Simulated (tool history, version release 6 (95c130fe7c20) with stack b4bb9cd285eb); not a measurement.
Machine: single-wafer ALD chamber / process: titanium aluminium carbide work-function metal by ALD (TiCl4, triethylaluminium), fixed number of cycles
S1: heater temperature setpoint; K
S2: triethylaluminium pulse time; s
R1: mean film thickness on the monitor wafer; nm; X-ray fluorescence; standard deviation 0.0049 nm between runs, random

run  hour      S1     S2      R1
  1   0.0  568.15  12.04  2.3124
  2   5.4  568.15  13.84  2.3148
  3  12.0  568.15  15.53  2.3353
  4  14.7  568.15  17.82  2.3293
  5  18.8  563.15  17.82  2.2851
  6  27.1  570.15  17.82  2.3390
  7  33.3  561.15  13.15  2.2452
  8  35.3  555.15  10.10  2.1698
  9  42.1  551.15   8.10  2.0705

Forecast run 10:
 10  42.7  549.15  7.01   ?

R1: 2.0002 nm

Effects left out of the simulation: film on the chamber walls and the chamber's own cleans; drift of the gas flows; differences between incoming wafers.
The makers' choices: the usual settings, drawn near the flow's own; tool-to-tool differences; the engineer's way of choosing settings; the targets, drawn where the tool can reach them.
